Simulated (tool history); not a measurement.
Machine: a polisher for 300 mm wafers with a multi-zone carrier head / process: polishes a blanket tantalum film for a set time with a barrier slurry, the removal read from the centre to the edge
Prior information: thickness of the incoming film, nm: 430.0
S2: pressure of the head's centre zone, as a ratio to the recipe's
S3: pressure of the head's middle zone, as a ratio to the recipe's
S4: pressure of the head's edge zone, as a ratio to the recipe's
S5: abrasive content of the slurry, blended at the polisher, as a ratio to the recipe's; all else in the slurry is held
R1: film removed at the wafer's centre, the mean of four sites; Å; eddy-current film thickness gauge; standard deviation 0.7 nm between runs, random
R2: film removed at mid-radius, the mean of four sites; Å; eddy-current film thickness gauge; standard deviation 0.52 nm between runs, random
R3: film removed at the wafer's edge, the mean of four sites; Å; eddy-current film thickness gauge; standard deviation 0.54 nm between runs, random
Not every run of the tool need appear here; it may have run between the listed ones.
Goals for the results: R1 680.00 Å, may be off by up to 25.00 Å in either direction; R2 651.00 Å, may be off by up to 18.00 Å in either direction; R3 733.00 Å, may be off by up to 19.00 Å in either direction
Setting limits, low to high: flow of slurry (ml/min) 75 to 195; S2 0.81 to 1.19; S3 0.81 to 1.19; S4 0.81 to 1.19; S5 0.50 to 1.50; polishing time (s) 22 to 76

Run 1, hour 0.0: flow of slurry (ml/min) 125, S2 1.00, S3 1.00, S4 1.00, S5 1.00, polishing time (s) 49. Result: R1 829.30 Å, R2 819.91 Å, R3 816.56 Å.
Run 2, hour 4.4: flow of slurry (ml/min) 115, S2 0.98, S3 0.97, S4 0.99, S5 0.95, polishing time (s) 49. Result: R1 795.30 Å, R2 777.46 Å, R3 799.45 Å.
Run 3, hour 11.2: flow of slurry (ml/min) 115, S2 0.91, S3 0.97, S4 0.99, S5 0.95, polishing time (s) 49. Result: R1 738.43 Å, R2 787.70 Å, R3 794.98 Å.
Run 4, hour 17.1: flow of slurry (ml/min) 115, S2 0.91, S3 0.97, S4 0.99, S5 0.95, polishing time (s) 41. Result: R1 612.90 Å, R2 661.46 Å, R3 660.58 Å.
Run 5, hour 24.2: flow of slurry (ml/min) 120, S2 0.92, S3 0.95, S4 1.02, S5 0.95, polishing time (s) 41. Result: R1 630.94 Å, R2 650.97 Å, R3 677.25 Å.
Run 6, hour 30.9: flow of slurry (ml/min) 120, S2 0.98, S3 0.95, S4 1.02, S5 0.95, polishing time (s) 41. Result: R1 679.41 Å, R2 636.81 Å, R3 679.27 Å.
Run 7, hour 39.3: flow of slurry (ml/min) 125, S2 0.97, S3 0.95, S4 1.04, S5 0.95, polishing time (s) 41. Result: R1 661.34 Å, R2 658.53 Å, R3 692.42 Å.
Run 8, hour 47.8: flow of slurry (ml/min) 130, S2 1.00, S3 0.89, S4 1.12, S5 1.00, polishing time (s) 41. Result: R1 696.63 Å, R2 624.77 Å, R3 727.95 Å.

Of the 4 settings listed for the next run, only one would bring every result within its allowed miss of target. Which one?
Run A, hour 56.3: flow of slurry (ml/min) 150, S2 0.98, S3 0.98, S4 1.07, S5 1.00, polishing time (s) 41. Result: R1 ?, R2 ?, R3 ?.
Run B, hour 56.3: flow of slurry (ml/min) 125, S2 1.01, S3 0.82, S4 1.11, S5 0.95, polishing time (s) 42. Result: R1 ?, R2 ?, R3 ?.
Run C, hour 56.3: flow of slurry (ml/min) 115, S2 0.96, S3 0.91, S4 1.09, S5 1.05, polishing time (s) 42. Result: R1 ?, R2 ?, R3 ?.
Run D, hour 56.3: flow of slurry (ml/min) 135, S2 1.03, S3 0.83, S4 1.15, S5 0.95, polishing time (s) 41. Result: R1 ?, R2 ?, R3 ?.

move      R1      R2      R3
   A  706.71  700.70  728.46
   B  712.33  593.95  737.49
   C  679.02  650.42  736.67
   D  720.23  593.44  740.05
A: the result that was furthest off in the last run now lies on the other side of its target
B: its largest miss is bigger than the last run's
C: hits every target within its allowed miss
D: its largest miss is bigger than the last run's
So the answer is move C, the one that meets all the targets.
